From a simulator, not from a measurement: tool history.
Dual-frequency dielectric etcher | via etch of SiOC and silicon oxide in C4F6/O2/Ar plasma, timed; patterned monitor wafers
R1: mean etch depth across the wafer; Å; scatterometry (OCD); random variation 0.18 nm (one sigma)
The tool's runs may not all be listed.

{"run": 1, "hour": 0.0, "source power (W)": 400, "bias power (W)": 131, "etch time (s)": 58.5, "R1": 583.04}
{"run": 2, "hour": 1.7, "source power (W)": 340, "bias power (W)": 131, "etch time (s)": 58.5, "R1": 538.16}
{"run": 3, "hour": 5.4, "source power (W)": 340, "bias power (W)": 131, "etch time (s)": 53.5, "R1": 493.57}
{"run": 4, "hour": 10.1, "source power (W)": 340, "bias power (W)": 131, "etch time (s)": 58.5, "R1": 536.47}
{"run": 5, "hour": 10.8, "source power (W)": 340, "bias power (W)": 131, "etch time (s)": 53.5, "R1": 492.67}
{"run": 6, "hour": 18.6, "source power (W)": 340, "bias power (W)": 131, "etch time (s)": 53.5, "R1": 491.27}
{"run": 7, "hour": 26.2, "source power (W)": 370, "bias power (W)": 132, "etch time (s)": 53.5, "R1": 515.25}
{"run": 8, "hour": 29.7, "source power (W)": 400, "bias power (W)": 133, "etch time (s)": 53.5, "R1": 532.09}
{"run": 9, "hour": 32.2, "source power (W)": 420, "bias power (W)": 137, "etch time (s)": 53.5, "R1": 548.95}
{"run": 10, "hour": 40.2, "source power (W)": 440, "bias power (W)": 141, "etch time (s)": 53.5, "R1": 567.85}
{"run": 11, "hour": 47.5, "source power (W)": 460, "bias power (W)": 143, "etch time (s)": 53.5, "R1": 576.24}
{"run": 12, "hour": 53.0, "source power (W)": 540, "bias power (W)": 169, "etch time (s)": 54.5, "R1": 651.14}

The next listed run, before its measurement:
{"run": 13, "hour": 59.7, "source power (W)": 540, "bias power (W)": 170, "etch time (s)": 54.5, "R1": "?"}

Run 13 gave R1 652.35 Å.

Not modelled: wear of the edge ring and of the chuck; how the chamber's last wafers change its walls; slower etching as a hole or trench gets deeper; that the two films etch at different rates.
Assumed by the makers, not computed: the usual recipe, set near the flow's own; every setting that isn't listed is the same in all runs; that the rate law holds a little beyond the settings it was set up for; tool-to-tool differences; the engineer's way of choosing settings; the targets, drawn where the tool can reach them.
